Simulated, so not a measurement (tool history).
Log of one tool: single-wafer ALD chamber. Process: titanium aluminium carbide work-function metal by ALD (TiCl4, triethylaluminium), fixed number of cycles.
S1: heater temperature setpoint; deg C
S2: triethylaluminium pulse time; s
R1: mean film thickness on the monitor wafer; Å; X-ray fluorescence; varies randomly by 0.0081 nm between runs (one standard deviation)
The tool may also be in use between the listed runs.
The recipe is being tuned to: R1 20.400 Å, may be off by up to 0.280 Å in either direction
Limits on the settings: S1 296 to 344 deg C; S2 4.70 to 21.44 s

Run 1, hour 0.0: S1 320 deg C, S2 13.07 s. Result: R1 21.427 Å.
Run 2, hour 0.8: S1 329 deg C, S2 13.07 s. Result: R1 22.490 Å.
Run 3, hour 1.5: S1 326 deg C, S2 12.81 s. Result: R1 21.998 Å.
Run 4, hour 8.8: S1 324 deg C, S2 12.59 s. Result: R1 21.793 Å.
Run 5, hour 11.8: S1 324 deg C, S2 15.16 s. Result: R1 22.108 Å.
Run 6, hour 19.6: S1 335 deg C, S2 15.16 s. Result: R1 23.112 Å.
Run 7, hour 28.1: S1 323 deg C, S2 11.58 s. Result: R1 21.681 Å.
Run 8, hour 36.2: S1 321 deg C, S2 11.40 s. Result: R1 21.584 Å.
Run 9, hour 41.6: S1 319 deg C, S2 11.29 s. Result: R1 21.211 Å.
Run 10, hour 47.3: S1 318 deg C, S2 11.18 s. Result: R1 21.202 Å.
Run 11, hour 52.6: S1 317 deg C, S2 11.06 s. Result: R1 21.029 Å.
Run 12, hour 57.4: S1 316 deg C, S2 10.97 s. Result: R1 20.773 Å.
Run 13, hour 62.8: S1 315 deg C, S2 10.93 s. Result: R1 20.840 Å.

Which of these 4 next moves meets every target?
Run A, hour 68.2: S1 324 deg C, S2 8.10 s. Result: R1 ?.
Run B, hour 68.2: S1 325 deg C, S2 8.79 s. Result: R1 ?.
Run C, hour 68.2: S1 315 deg C, S2 16.05 s. Result: R1 ?.
Run D, hour 68.2: S1 330 deg C, S2 9.01 s. Result: R1 ?.

move      R1
   A  20.317
   B  20.882
   C  21.240
   D  21.483
A: in spec on every target
B: moves away from the targets compared with the last run
C: moves away from the targets compared with the last run
D: moves away from the targets compared with the last run
The right move is A.

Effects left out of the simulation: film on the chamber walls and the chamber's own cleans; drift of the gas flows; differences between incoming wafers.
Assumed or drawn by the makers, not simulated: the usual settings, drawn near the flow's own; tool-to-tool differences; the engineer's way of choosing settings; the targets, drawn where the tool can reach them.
